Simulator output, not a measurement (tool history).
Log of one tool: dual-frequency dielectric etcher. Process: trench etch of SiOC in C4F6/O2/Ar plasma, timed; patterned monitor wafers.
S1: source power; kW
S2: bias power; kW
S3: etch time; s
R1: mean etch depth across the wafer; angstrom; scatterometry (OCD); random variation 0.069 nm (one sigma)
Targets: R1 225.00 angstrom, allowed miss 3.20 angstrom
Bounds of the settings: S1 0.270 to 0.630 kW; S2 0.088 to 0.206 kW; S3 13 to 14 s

run 1 day=0.000 | S1=0.450 S2=0.147 S3=14 | R1=250.15
run 2 day=0.325 | S1=0.450 S2=0.168 S3=14 | R1=258.38
run 3 day=0.450 | S1=0.430 S2=0.167 S3=14 | R1=255.03
run 4 day=0.496 | S1=0.410 S2=0.166 S3=14 | R1=251.98
run 5 day=0.833 | S1=0.400 S2=0.164 S3=14 | R1=249.92
run 6 day=1.075 | S1=0.390 S2=0.162 S3=14 | R1=247.98
run 7 day=1.150 | S1=0.380 S2=0.159 S3=14 | R1=245.25
run 8 day=1.342 | S1=0.370 S2=0.157 S3=14 | R1=241.04
run 9 day=1.683 | S1=0.360 S2=0.156 S3=14 | R1=240.00
run 10 day=1.900 | S1=0.350 S2=0.155 S3=14 | R1=238.46
run 11 day=2.042 | S1=0.340 S2=0.154 S3=14 | R1=238.29
run 12 day=2.212 | S1=0.330 S2=0.152 S3=14 | R1=235.05
run 13 day=2.362 | S1=0.330 S2=0.152 S3=14 | R1=235.28
run 14 day=2.617 | S1=0.320 S2=0.151 S3=14 | R1=232.13
run 15 day=2.779 | S1=0.300 S2=0.149 S3=14 | R1=229.09

Which of these 4 next moves meets every target?
run A day=2.942 | S1=0.310 S2=0.157 S3=14 | R1=?
run B day=2.942 | S1=0.270 S2=0.137 S3=14 | R1=?
run C day=2.942 | S1=0.310 S2=0.155 S3=14 | R1=?
run D day=2.942 | S1=0.270 S2=0.155 S3=14 | R1=?

move=A R1=231.71
move=B R1=217.57
move=C R1=230.95
move=D R1=224.43
A: further off than the last run
B: takes the result that was furthest off past its target
C: further off than the last run
D: meets every target
The right move is D.
